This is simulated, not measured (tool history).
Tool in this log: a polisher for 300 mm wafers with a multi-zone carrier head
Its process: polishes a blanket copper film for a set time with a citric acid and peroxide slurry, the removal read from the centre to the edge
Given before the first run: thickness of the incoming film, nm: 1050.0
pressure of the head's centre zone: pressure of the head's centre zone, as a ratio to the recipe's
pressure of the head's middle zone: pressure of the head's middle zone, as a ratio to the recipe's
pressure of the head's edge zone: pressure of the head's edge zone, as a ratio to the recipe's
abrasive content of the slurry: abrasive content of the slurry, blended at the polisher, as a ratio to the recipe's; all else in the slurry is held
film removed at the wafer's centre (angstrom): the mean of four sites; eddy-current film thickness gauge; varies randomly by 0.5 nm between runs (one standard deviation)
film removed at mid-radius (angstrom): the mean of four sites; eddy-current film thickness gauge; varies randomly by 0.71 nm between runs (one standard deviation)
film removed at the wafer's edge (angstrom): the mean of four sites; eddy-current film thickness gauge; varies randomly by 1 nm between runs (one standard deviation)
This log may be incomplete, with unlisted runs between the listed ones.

run,hour,flow of slurry (ml/min),pressure of the head's centre zone,pressure of the head's middle zone,pressure of the head's edge zone,abrasive content of the slurry,polishing time (s),film removed at the wafer's centre (angstrom),film removed at mid-radius (angstrom),film removed at the wafer's edge (angstrom)
1,0,150,1,1,1,1,30,557.68,567.72,572.31
2,1.9,150,1,0.95,1,1,30,556.99,541.83,567.47
3,10.4,165,1,0.95,1,1,30,574.18,557.53,579.11
4,11.7,175,1.03,0.96,1.05,1.15,30,612.87,583.07,613.87
5,14.5,175,0.99,0.96,1.05,1.15,30,582.12,578.86,607.85
6,19,180,1.03,0.97,1.09,1.25,30,627.84,585.72,634.58
7,21.9,185,1.04,0.99,1.11,1.35,31,657.02,641.05,681
8,22.9,185,1.04,0.99,1.11,1.35,31,667.05,637.7,672.85

Run 9 is up next; what results do you expect?
9,27,195,1.05,0.99,1.13,1.4,31,?,?,?

Run 9 measured film removed at the wafer's centre (angstrom) 682.95, film removed at mid-radius (angstrom) 645.64, film removed at the wafer's edge (angstrom) 673.87.
